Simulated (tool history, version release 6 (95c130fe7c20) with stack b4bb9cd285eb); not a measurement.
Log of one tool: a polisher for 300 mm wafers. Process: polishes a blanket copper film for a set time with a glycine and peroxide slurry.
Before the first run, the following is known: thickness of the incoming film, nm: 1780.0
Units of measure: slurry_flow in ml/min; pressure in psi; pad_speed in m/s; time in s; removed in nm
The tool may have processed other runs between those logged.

| run | day | slurry_flow | pressure | pad_speed | time | removed |
|---|---|---|---|---|---|---|
| 1 | 0.000 | 300 | 1.7 | 1.28 | 25 | 104.670 |
| 2 | 0.267 | 300 | 1.7 | 1.04 | 25 | 91.676 |
| 3 | 0.342 | 300 | 1.7 | 1.04 | 23 | 83.202 |
| 4 | 0.717 | 300 | 1.9 | 1.06 | 23 | 92.133 |
| 5 | 0.825 | 300 | 1.9 | 1.06 | 25 | 100.140 |
| 6 | 1.083 | 300 | 1.9 | 1.06 | 23 | 91.712 |

Run 7 comes next. What will it give?
| 7 | 1.421 | 300 | 2.1 | 1.08 | 23 | ? |

removed: 99.798 nm
